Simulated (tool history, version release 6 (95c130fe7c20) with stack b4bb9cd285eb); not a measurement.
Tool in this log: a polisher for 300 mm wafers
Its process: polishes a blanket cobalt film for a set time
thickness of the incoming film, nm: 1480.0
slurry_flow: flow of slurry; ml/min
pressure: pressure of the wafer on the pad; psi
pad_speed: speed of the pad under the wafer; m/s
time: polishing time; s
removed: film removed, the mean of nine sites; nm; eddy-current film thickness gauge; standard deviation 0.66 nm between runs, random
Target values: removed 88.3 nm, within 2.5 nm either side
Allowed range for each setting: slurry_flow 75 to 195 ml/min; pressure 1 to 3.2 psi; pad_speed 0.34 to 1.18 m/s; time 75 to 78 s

run 1 hour=0 | slurry_flow=125 pressure=2.1 pad_speed=0.76 time=75 | removed=258.27
run 2 hour=6.2 | slurry_flow=120 pressure=1.9 pad_speed=0.68 time=75 | removed=209.79
run 3 hour=10.2 | slurry_flow=120 pressure=1.9 pad_speed=0.56 time=75 | removed=177.76
run 4 hour=13.1 | slurry_flow=115 pressure=1.7 pad_speed=0.52 time=75 | removed=146.89
run 5 hour=15.6 | slurry_flow=115 pressure=1.7 pad_speed=0.52 time=78 | removed=152.34
run 6 hour=20.2 | slurry_flow=110 pressure=1.5 pad_speed=0.5 time=78 | removed=130.13
run 7 hour=24.7 | slurry_flow=105 pressure=1.4 pad_speed=0.5 time=78 | removed=120.99
run 8 hour=27.1 | slurry_flow=100 pressure=1.3 pad_speed=0.5 time=78 | removed=113.89
run 9 hour=34.8 | slurry_flow=95 pressure=1.2 pad_speed=0.5 time=78 | removed=103.37
run 10 hour=37.7 | slurry_flow=90 pressure=1.2 pad_speed=0.5 time=78 | removed=101.46
run 11 hour=43.1 | slurry_flow=85 pressure=1.2 pad_speed=0.5 time=78 | removed=99.331
run 12 hour=48.6 | slurry_flow=80 pressure=1.1 pad_speed=0.5 time=78 | removed=91.606

Which one of the following 4 next-run settings gets every result inside its allowed miss? There is exactly one.
run A hour=54.1 | slurry_flow=75 pressure=1 pad_speed=0.5 time=77 | removed=?
run B hour=54.1 | slurry_flow=95 pressure=1 pad_speed=0.46 time=76 | removed=?
run C hour=54.1 | slurry_flow=75 pressure=1.5 pad_speed=0.36 time=78 | removed=?
run D hour=54.1 | slurry_flow=75 pressure=1.1 pad_speed=0.5 time=78 | removed=?

move=A removed=81.788
move=B removed=80.983
move=C removed=84.453
move=D removed=89.337
A: takes the result that was furthest off past its target
B: takes the result that was furthest off past its target
C: takes the result that was furthest off past its target
D: every result lands within tolerance
Move D is the one to make.

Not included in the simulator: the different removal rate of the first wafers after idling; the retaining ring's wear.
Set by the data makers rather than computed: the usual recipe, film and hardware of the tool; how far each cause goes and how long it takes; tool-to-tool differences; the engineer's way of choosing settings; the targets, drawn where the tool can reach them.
